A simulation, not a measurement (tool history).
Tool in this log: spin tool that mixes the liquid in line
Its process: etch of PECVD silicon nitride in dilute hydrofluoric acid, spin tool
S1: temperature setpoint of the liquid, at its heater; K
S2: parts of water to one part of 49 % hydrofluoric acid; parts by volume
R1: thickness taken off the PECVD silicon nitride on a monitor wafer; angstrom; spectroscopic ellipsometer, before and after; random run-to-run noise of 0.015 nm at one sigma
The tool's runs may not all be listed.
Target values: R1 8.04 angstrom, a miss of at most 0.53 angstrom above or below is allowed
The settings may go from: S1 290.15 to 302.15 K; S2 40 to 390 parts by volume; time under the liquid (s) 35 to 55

Run 1, hour 0: S1 294.15 K, S2 215 parts by volume, time under the liquid (s) 55. Result: R1 4.5745 angstrom.
Run 2, hour 5.5: S1 294.15 K, S2 170 parts by volume, time under the liquid (s) 55. Result: R1 5.8983 angstrom.
Run 3, hour 11.1: S1 294.15 K, S2 215 parts by volume, time under the liquid (s) 55. Result: R1 4.7759 angstrom.
Run 4, hour 16.2: S1 292.65 K, S2 215 parts by volume, time under the liquid (s) 55. Result: R1 4.2443 angstrom.
Run 5, hour 16.9: S1 292.65 K, S2 215 parts by volume, time under the liquid (s) 55. Result: R1 4.2402 angstrom.
Run 6, hour 24.3: S1 292.65 K, S2 215 parts by volume, time under the liquid (s) 55. Result: R1 4.1134 angstrom.
Run 7, hour 32.8: S1 295.15 K, S2 210 parts by volume, time under the liquid (s) 55. Result: R1 5.1099 angstrom.
Run 8, hour 40.4: S1 295.15 K, S2 210 parts by volume, time under the liquid (s) 55. Result: R1 5.0903 angstrom.
Run 9, hour 48.3: S1 297.15 K, S2 205 parts by volume, time under the liquid (s) 55. Result: R1 6.0089 angstrom.
Run 10, hour 55.6: S1 298.15 K, S2 200 parts by volume, time under the liquid (s) 55. Result: R1 6.2727 angstrom.
Run 11, hour 61.7: S1 299.15 K, S2 195 parts by volume, time under the liquid (s) 55. Result: R1 6.983 angstrom.
Run 12, hour 65.8: S1 299.65 K, S2 195 parts by volume, time under the liquid (s) 55. Result: R1 7.3617 angstrom.
Run 13, hour 74.6: S1 299.65 K, S2 195 parts by volume, time under the liquid (s) 55. Result: R1 7.2495 angstrom.
At hour 77.1: hydrofluoric acid flow meter replaced.
Run 14, hour 77.1: S1 299.65 K, S2 195 parts by volume, time under the liquid (s) 55. Result: R1 6.8677 angstrom.

Which one of the following 5 next-run settings gets every result inside its allowed miss? There is exactly one.
Run A, hour 79.6: S1 298.65 K, S2 190 parts by volume, time under the liquid (s) 55. Result: R1 ?.
Run B, hour 79.6: S1 301.65 K, S2 165 parts by volume, time under the liquid (s) 55. Result: R1 ?.
Run C, hour 79.6: S1 300.65 K, S2 260 parts by volume, time under the liquid (s) 55. Result: R1 ?.
Run D, hour 79.6: S1 293.65 K, S2 110 parts by volume, time under the liquid (s) 55. Result: R1 ?.
Run E, hour 79.6: S1 298.65 K, S2 225 parts by volume, time under the liquid (s) 55. Result: R1 ?.

move      R1
   A   6.601
   B  9.1624
   C   5.446
   D  8.1681
   E  5.5763
A: misses by more than the last run did
B: the result that was furthest off in the last run now lies on the other side of its target
C: misses by more than the last run did
D: in spec on every target
E: misses by more than the last run did
D is the move that brings every result within its allowed miss.
